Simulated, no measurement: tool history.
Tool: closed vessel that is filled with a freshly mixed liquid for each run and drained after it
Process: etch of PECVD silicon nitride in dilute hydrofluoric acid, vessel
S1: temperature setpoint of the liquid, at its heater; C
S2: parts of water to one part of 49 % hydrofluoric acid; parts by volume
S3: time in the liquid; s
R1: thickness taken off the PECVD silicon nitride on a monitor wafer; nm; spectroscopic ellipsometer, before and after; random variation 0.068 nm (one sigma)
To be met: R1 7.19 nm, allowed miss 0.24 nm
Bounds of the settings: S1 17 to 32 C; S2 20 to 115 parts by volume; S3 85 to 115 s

Run 1, hour 0: S1 24 C, S2 65 parts by volume, S3 115 s. Result: R1 3.4802 nm.
Run 2, hour 6.6: S1 26 C, S2 60 parts by volume, S3 115 s. Result: R1 4.3816 nm.
Run 3, hour 10.4: S1 27.5 C, S2 60 parts by volume, S3 115 s. Result: R1 4.794 nm.
Run 4, hour 18.2: S1 28.5 C, S2 60 parts by volume, S3 115 s. Result: R1 4.9944 nm.
Run 5, hour 27.2: S1 28.5 C, S2 40 parts by volume, S3 115 s. Result: R1 7.658 nm.
Run 6, hour 33.9: S1 25 C, S2 40 parts by volume, S3 115 s. Result: R1 6.0158 nm.
Run 7, hour 42.8: S1 25.5 C, S2 40 parts by volume, S3 115 s. Result: R1 6.2495 nm.
Run 8, hour 50.1: S1 26 C, S2 40 parts by volume, S3 115 s. Result: R1 6.4408 nm.

Which of these 4 next moves meets every target?
Run A, hour 57.4: S1 30 C, S2 45 parts by volume, S3 110 s. Result: R1 ?.
Run B, hour 57.4: S1 26.5 C, S2 45 parts by volume, S3 105 s. Result: R1 ?.
Run C, hour 57.4: S1 29.5 C, S2 50 parts by volume, S3 105 s. Result: R1 ?.
Run D, hour 57.4: S1 26 C, S2 35 parts by volume, S3 85 s. Result: R1 ?.

move      R1
   A   7.037
   B  5.3313
   C  5.8604
   D   5.333
A: meets every target
B: further off than the last run
C: further off than the last run
D: further off than the last run
Answer: A
